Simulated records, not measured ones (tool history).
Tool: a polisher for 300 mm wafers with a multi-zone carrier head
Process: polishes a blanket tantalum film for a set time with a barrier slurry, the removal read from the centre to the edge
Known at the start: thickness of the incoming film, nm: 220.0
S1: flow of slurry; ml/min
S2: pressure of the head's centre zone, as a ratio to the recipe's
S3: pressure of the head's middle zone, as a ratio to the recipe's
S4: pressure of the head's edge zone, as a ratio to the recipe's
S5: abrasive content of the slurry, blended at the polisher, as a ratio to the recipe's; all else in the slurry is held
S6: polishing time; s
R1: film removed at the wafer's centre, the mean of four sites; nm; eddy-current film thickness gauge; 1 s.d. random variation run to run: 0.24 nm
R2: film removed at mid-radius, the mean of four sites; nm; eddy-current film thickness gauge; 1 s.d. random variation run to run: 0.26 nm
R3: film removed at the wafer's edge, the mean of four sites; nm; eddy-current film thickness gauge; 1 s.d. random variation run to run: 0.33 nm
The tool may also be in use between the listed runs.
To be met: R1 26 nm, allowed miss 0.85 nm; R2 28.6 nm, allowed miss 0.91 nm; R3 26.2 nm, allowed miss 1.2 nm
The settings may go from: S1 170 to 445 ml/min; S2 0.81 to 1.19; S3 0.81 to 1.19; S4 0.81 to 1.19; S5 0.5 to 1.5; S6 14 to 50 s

| run | day | S1 | S2 | S3 | S4 | S5 | S6 | R1 | R2 | R3 |
|---|---|---|---|---|---|---|---|---|---|---|
| 1 | 0 | 285 | 1 | 1 | 1 | 1 | 32 | 43.525 | 43.029 | 43.122 |
| 2 | 0.196 | 285 | 1 | 1 | 1.07 | 1 | 32 | 43.144 | 43.077 | 43.712 |
| 3 | 0.238 | 290 | 0.99 | 1.01 | 1.05 | 0.9 | 30 | 39.328 | 39.481 | 40.649 |
| 4 | 0.433 | 290 | 0.99 | 1.01 | 1.13 | 0.9 | 30 | 39.526 | 39.409 | 41.923 |
| 5 | 0.542 | 285 | 0.99 | 1.03 | 1.09 | 0.85 | 29 | 37.837 | 38.224 | 38.739 |
| 6 | 0.838 | 285 | 0.99 | 1.03 | 1.09 | 1 | 29 | 38.575 | 39.778 | 41.023 |
| 7 | 1.104 | 275 | 0.98 | 1.04 | 1.06 | 0.9 | 28 | 36.263 | 37.757 | 37.861 |
| 8 | 1.354 | 265 | 0.97 | 1.04 | 1.03 | 0.85 | 27 | 34.514 | 36.503 | 35.615 |
| 9 | 1.542 | 260 | 0.88 | 0.96 | 0.93 | 0.6 | 22 | 24.266 | 25.702 | 25.787 |
| 10 | 1.754 | 265 | 0.89 | 0.97 | 0.93 | 0.6 | 22 | 24.54 | 25.77 | 25.844 |
| 11 | 1.792 | 270 | 0.9 | 0.98 | 0.93 | 0.6 | 22 | 24.749 | 26.264 | 25.666 |

Next run, 4 choices. One meets every target within its allowed miss, the rest don't. Which?
| A | 1.829 | 260 | 0.9 | 1.02 | 0.85 | 0.65 | 23 | ? | ? | ? |
| B | 1.829 | 235 | 0.95 | 0.95 | 0.93 | 0.5 | 23 | ? | ? | ? |
| C | 1.829 | 295 | 0.9 | 0.96 | 0.99 | 0.8 | 23 | ? | ? | ? |
| D | 1.829 | 370 | 0.94 | 0.96 | 0.81 | 0.9 | 20 | ? | ? | ? |

| move | R1 | R2 | R3 |
|---|---|---|---|
| A | 26.501 | 28.807 | 26.266 |
| B | 26.002 | 25.618 | 25.911 |
| C | 27.832 | 28.728 | 29.561 |
| D | 25.943 | 25.911 | 24.243 |
A: all results land within tolerance of their targets
B: moves away from the targets compared with the last run
C: brings the result that was furthest off to its target, and leaves another outside
D: moves away from the targets compared with the last run
So the answer is move A, the one that meets all the targets.

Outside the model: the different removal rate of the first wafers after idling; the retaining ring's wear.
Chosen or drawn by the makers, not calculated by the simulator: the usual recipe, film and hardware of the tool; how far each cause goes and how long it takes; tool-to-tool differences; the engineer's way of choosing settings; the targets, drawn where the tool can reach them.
